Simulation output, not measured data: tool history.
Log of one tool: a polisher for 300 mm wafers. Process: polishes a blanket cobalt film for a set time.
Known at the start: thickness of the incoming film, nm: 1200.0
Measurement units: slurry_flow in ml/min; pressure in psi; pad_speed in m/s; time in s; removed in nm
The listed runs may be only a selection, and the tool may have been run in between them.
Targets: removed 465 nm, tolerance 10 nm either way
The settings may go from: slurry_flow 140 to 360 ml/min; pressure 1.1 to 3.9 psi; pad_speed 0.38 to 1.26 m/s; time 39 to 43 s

run    day  slurry_flow  pressure  pad_speed  time  removed
  1      0          230       2.5       0.82    43   241.75
  2   0.35          240       2.9       0.84    43    283.9
  3  0.462          265       2.9       0.84    43    284.6
  4  0.704          265       2.6       0.84    43   257.74
  5  1.012          265         2       0.84    43   199.06
  6    1.2          265       2.5       0.86    43   253.58
  7  1.554          265       2.9       0.88    43   302.09
  8  1.638          265       3.2       0.88    43   330.72
  9  1.967          265       3.4        0.9    43   356.64
 10   2.15          265       3.5       0.92    43   376.45
 11  2.483          265       3.6       0.94    43   397.14
 12  2.767          265       3.7       0.96    43   414.79
 13  2.925          270       3.8       0.98    43   434.42

Below are 5 possible settings for the next run. Only one of them brings all results inside the allowed miss of their targets. Which is it?
  A  3.083          305       3.9       0.92    42        ?
  B  3.083          265       3.8          1    40        ?
  C  3.083          215       3.8       1.08    40        ?
  D  3.083          360       3.7       0.98    39        ?
  E  3.083          285       3.9       1.06    41        ?

move  removed
   A   420.43
   B   417.47
   C   438.74
   D   399.84
   E   468.15
A: misses by more than the last run did
B: misses by more than the last run did
C: nearer than the last run, and not there yet
D: misses by more than the last run did
E: in spec on every target
Correct choice: E, which meets every target
